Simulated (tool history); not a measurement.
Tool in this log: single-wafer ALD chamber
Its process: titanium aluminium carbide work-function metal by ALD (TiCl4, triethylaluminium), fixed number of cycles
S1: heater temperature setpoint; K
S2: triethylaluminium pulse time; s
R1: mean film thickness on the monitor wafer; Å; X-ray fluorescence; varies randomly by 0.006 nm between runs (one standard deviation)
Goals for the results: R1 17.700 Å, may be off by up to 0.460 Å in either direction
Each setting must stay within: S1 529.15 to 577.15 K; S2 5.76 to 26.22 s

run,hour,S1,S2,R1
1,0.0,553.15,15.99,19.505
2,7.3,553.15,17.99,19.638
3,10.5,553.15,14.38,19.505
4,15.3,550.15,14.19,19.333
5,18.7,550.15,11.31,19.114
6,24.0,547.15,11.03,18.696
7,32.6,546.15,10.90,18.756
8,38.8,544.15,10.71,18.422
9,43.1,543.15,10.64,18.363
10,48.6,542.15,10.56,18.376
11,54.9,532.15,9.95,17.221

Consider the 5 candidate settings below. Which is the only one whose results all fall within their allowed miss of target?
A,61.2,543.15,14.44,?
B,61.2,548.15,8.98,?
C,61.2,550.15,8.66,?
D,61.2,537.15,10.22,?
E,61.2,529.15,10.38,?

move,R1
A,18.620
B,18.678
C,18.822
D,17.750
E,16.978
A: carries the result that was furthest off beyond its target, to the other side
B: carries the result that was furthest off beyond its target, to the other side
C: carries the result that was furthest off beyond its target, to the other side
D: all results in spec
E: misses by more than the last run did
D meets every target.
